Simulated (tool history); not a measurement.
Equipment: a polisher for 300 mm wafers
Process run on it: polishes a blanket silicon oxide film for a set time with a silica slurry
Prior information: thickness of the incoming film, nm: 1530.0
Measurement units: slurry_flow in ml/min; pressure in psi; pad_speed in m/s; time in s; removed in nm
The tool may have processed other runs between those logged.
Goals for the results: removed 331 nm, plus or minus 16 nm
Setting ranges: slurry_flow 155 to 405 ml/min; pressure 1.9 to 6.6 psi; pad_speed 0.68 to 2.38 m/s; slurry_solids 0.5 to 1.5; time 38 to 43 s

run	hour	slurry_flow	pressure	pad_speed	slurry_solids	time	removed
1	0	260	4.2	1.52	1	43	181.9
2	3.3	260	4.7	1.54	1	43	204.61
3	7.5	260	4.7	1.54	0.85	43	177.68
4	16	260	5.1	1.64	0.85	43	198.79
5	17.1	260	5.1	1.64	1.05	43	239.66
6	25.3	310	5.1	1.64	1.05	43	242.89
7	27.7	310	5.4	1.66	1.05	43	256.68
8	28.6	310	5.6	1.68	1.05	43	267.63
9	36.4	310	5.6	1.68	1.05	43	271.86
10	41.1	310	5.8	1.7	1.05	43	278.51
11	42.5	310	6	1.72	1.05	43	291.45
12	51.3	310	6.1	1.74	1.05	43	306.41
13	53.5	310	6.2	1.74	1.05	43	303.76
14	62.1	310	6.3	1.76	1.05	43	307.72

Below are 5 possible settings for the next run. Only one of them brings all results inside the allowed miss of their targets. Which is it?
A	70.7	260	6.6	1.68	1.05	42	?
B	70.7	270	6.5	1.66	1.05	43	?
C	70.7	275	6.5	2	1.2	41	?
D	70.7	320	5.8	2.08	1.05	43	?
E	70.7	355	6.5	1.6	1.05	39	?

move	removed
A	297.91
B	299.38
C	354.6
D	323.56
E	271.2
A: misses by more than the last run did
B: misses by more than the last run did
C: moves the result that the last run missed by most past its target, out the other side
D: all results land within tolerance of their targets
E: misses by more than the last run did
Go with D: it meets all targets.
